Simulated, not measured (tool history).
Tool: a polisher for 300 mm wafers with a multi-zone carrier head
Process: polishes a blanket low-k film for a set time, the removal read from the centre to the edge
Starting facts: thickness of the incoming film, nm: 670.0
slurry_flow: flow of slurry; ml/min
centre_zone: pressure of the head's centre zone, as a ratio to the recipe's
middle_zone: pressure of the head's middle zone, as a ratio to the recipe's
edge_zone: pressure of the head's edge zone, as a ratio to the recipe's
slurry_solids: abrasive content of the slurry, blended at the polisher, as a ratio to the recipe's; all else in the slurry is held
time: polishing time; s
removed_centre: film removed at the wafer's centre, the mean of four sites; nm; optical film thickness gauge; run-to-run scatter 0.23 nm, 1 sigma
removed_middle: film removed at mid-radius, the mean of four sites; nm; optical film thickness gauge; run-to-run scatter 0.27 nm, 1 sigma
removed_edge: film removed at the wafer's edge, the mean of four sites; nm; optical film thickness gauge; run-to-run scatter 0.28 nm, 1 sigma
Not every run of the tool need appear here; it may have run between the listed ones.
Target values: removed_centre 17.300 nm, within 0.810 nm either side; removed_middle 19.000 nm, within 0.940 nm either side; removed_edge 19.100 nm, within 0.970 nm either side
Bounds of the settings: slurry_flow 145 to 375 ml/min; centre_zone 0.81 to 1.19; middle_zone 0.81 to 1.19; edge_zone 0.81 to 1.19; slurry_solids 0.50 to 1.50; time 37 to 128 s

run	day	slurry_flow	centre_zone	middle_zone	edge_zone	slurry_solids	time	removed_centre	removed_middle	removed_edge
1	0.000	240	1.00	1.00	1.00	1.00	82	30.846	31.163	31.485
2	0.367	240	0.98	0.99	0.99	0.90	79	27.321	28.589	29.313
3	0.525	240	0.98	1.02	0.99	0.90	79	27.432	29.266	28.676
4	0.812	240	0.98	1.01	0.98	0.85	76	25.749	26.715	26.686
5	1.129	180	0.98	1.01	0.98	0.85	76	24.248	25.994	25.377
6	1.204	180	0.98	1.01	1.05	0.85	76	23.974	25.547	26.626
7	1.512	175	0.97	1.01	1.03	0.80	75	22.875	24.540	25.476
8	1.583	170	0.96	1.01	1.01	0.75	74	21.661	23.213	23.630
9	1.921	170	0.95	1.00	1.00	0.70	74	19.795	22.354	22.905
10	2.050	170	0.95	0.99	0.98	0.70	74	20.404	22.439	22.121
11	2.258	170	0.94	0.97	0.97	0.70	74	20.616	21.526	22.511
12	2.379	170	0.93	0.97	0.96	0.65	74	19.018	21.080	21.325
13	2.500	170	0.93	0.96	0.95	0.65	74	19.117	20.862	21.438
14	2.600	170	0.93	0.95	0.94	0.65	74	18.918	20.924	20.985
15	2.796	170	0.91	0.88	0.89	0.50	73	15.894	16.407	17.285
16	3.138	175	0.91	0.89	0.90	0.50	73	15.955	16.761	17.998

Next run, 5 choices. One meets every target within its allowed miss, the rest don't. Which?
A	3.479	145	0.98	0.87	0.96	0.50	76	?	?	?
B	3.479	155	0.81	1.00	0.88	0.50	80	?	?	?
C	3.479	190	0.88	0.90	0.86	0.75	63	?	?	?
D	3.479	215	1.01	0.88	0.81	0.60	61	?	?	?
E	3.479	170	0.97	1.05	0.81	0.60	65	?	?	?

move	removed_centre	removed_middle	removed_edge
A	17.234	17.026	18.336
B	15.251	20.049	18.734
C	17.318	19.378	19.086
D	17.386	16.627	16.128
E	17.001	19.216	16.642
A: closes in on the targets versus the last run, not all within tolerance yet
B: moves the result that the last run missed by most past its target, out the other side
C: in spec on every target
D: misses by more than the last run did
E: brings the last run's worst result on target, with another outside its allowed miss
C is the move that brings every result within its allowed miss.
